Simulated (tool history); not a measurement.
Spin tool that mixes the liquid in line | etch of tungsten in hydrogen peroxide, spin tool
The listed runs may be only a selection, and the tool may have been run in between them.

run	day	temperature setpoint of the liquid (K)	concentration of hydrogen peroxide in the mixed liquid (% by weight)	time under the liquid (s)	thickness taken off the tungsten on a monitor wafer (Å)
1	0.000	327.15	21	15	156.29
2	0.196	324.65	21	15	133.78
3	0.454	322.65	21	15	117.77
4	0.592	322.65	21	15	115.66
5	0.788	328.15	21	15	163.36
# day 0.846: heated supply line repaired
6	0.846	332.65	21	15	261.77

Run 7, settings as shown, results not yet in. Your forecast:
7	1.121	329.15	21	15	?

{"run 7": {"thickness taken off the tungsten on a monitor wafer (Å)": 211.34}}
